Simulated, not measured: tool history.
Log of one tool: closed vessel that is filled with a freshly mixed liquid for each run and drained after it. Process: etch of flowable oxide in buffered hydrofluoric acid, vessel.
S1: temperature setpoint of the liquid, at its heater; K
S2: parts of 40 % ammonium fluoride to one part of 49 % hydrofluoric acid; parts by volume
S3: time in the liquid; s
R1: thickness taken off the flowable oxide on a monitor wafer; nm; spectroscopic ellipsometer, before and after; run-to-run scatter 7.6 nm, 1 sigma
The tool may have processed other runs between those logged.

{"run": 1, "hour": 0.0, "S1": 297.15, "S2": 11.0, "S3": 100, "R1": 374.1}
{"run": 2, "hour": 5.2, "S1": 297.15, "S2": 9.0, "S3": 100, "R1": 444.61}
{"run": 3, "hour": 7.3, "S1": 297.15, "S2": 9.0, "S3": 105, "R1": 455.59}
{"run": 4, "hour": 9.2, "S1": 299.15, "S2": 8.0, "S3": 105, "R1": 585.76}
{"run": 5, "hour": 10.6, "S1": 300.65, "S2": 8.0, "S3": 105, "R1": 629.77}
{"run": 6, "hour": 13.1, "S1": 301.65, "S2": 7.5, "S3": 105, "R1": 702.48}
{"run": 7, "hour": 14.0, "S1": 302.65, "S2": 7.5, "S3": 105, "R1": 756.67}
{"run": 8, "hour": 20.3, "S1": 303.15, "S2": 7.5, "S3": 105, "R1": 757.99}

Run 9 is up next; what results do you expect?
{"run": 9, "hour": 23.9, "S1": 303.65, "S2": 7.5, "S3": 105, "R1": "?"}

R1: 786.81 nm
